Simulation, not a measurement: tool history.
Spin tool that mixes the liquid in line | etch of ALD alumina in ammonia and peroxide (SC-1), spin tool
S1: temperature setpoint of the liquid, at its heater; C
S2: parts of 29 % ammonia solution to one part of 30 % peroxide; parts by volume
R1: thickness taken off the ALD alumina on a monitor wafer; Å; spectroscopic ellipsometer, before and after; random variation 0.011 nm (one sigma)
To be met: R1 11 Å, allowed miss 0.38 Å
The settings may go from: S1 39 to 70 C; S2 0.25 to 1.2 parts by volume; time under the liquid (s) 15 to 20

Run 1, day 0: S1 55 C, S2 0.95 parts by volume, time under the liquid (s) 20. Result: R1 18.838 Å.
Run 2, day 0.321: S1 48.5 C, S2 0.95 parts by volume, time under the liquid (s) 20. Result: R1 13.089 Å.
Run 3, day 0.404: S1 48.5 C, S2 0.65 parts by volume, time under the liquid (s) 20. Result: R1 12.554 Å.
Run 4, day 0.454: S1 43.5 C, S2 0.65 parts by volume, time under the liquid (s) 20. Result: R1 9.4695 Å.
Run 5, day 0.738: S1 43.5 C, S2 0.65 parts by volume, time under the liquid (s) 15. Result: R1 7.3091 Å.
Run 6, day 0.875: S1 39 C, S2 0.65 parts by volume, time under the liquid (s) 15. Result: R1 5.5439 Å.
Run 7, day 0.962: S1 42 C, S2 0.65 parts by volume, time under the liquid (s) 15. Result: R1 6.5331 Å.
Run 8, day 1.329: S1 44.5 C, S2 0.65 parts by volume, time under the liquid (s) 15. Result: R1 7.5092 Å.
Run 9, day 1.6: S1 44.5 C, S2 0.65 parts by volume, time under the liquid (s) 15. Result: R1 7.5581 Å.
Run 10, day 1.946: S1 46.5 C, S2 0.65 parts by volume, time under the liquid (s) 15. Result: R1 8.5137 Å.
Run 11, day 2.133: S1 48 C, S2 0.65 parts by volume, time under the liquid (s) 15. Result: R1 9.2135 Å.
Run 12, day 2.238: S1 49 C, S2 0.65 parts by volume, time under the liquid (s) 15. Result: R1 9.5115 Å.
Run 13, day 2.596: S1 49 C, S2 0.65 parts by volume, time under the liquid (s) 15. Result: R1 9.6659 Å.
Run 14, day 2.725: S1 50 C, S2 0.65 parts by volume, time under the liquid (s) 15. Result: R1 10.291 Å.

4 next moves are on the table. One of them brings every result within its allowed miss. Which?
Run A, day 2.854: S1 49.5 C, S2 0.95 parts by volume, time under the liquid (s) 15. Result: R1 ?.
Run B, day 2.854: S1 51 C, S2 0.7 parts by volume, time under the liquid (s) 15. Result: R1 ?.
Run C, day 2.854: S1 50 C, S2 0.45 parts by volume, time under the liquid (s) 15. Result: R1 ?.
Run D, day 2.854: S1 43 C, S2 0.8 parts by volume, time under the liquid (s) 20. Result: R1 ?.

move      R1
   A  10.207
   B  10.765
   C  9.7713
   D  9.2756
A: further off than the last run
B: meets every target
C: further off than the last run
D: further off than the last run
The right move is B.
